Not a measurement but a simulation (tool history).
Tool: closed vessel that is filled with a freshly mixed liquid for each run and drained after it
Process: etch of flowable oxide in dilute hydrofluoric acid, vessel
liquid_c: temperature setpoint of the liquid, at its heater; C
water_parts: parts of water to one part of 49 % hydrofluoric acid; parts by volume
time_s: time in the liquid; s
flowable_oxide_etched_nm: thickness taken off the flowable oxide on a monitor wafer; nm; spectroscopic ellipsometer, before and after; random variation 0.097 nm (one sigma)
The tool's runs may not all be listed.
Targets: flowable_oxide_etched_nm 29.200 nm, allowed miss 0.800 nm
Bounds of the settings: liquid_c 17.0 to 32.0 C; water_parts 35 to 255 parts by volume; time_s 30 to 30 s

run	hour	liquid_c	water_parts	time_s	flowable_oxide_etched_nm
1	0.0	24.0	145	30	12.950
2	7.2	24.0	165	30	11.090
3	11.9	25.0	155	30	12.375
4	20.2	25.0	120	30	16.668
5	24.3	26.0	115	30	18.186
6	32.8	26.0	165	30	11.895
7	39.3	27.0	155	30	13.364
8	46.6	27.5	145	30	14.668

5 next moves are on the table. One of them brings every result within its allowed miss. Which?
A	53.9	28.0	80	30	?
B	53.9	28.0	65	30	?
C	53.9	21.5	90	30	?
D	53.9	28.0	90	30	?
E	53.9	28.5	125	30	?

move	flowable_oxide_etched_nm
A	29.607
B	37.220
C	20.059
D	25.956
E	18.172
A: meets every target
B: takes the result that was furthest off past its target
C: nearer than the last run, and not there yet
D: nearer than the last run, and not there yet
E: nearer than the last run, and not there yet
Answer: A

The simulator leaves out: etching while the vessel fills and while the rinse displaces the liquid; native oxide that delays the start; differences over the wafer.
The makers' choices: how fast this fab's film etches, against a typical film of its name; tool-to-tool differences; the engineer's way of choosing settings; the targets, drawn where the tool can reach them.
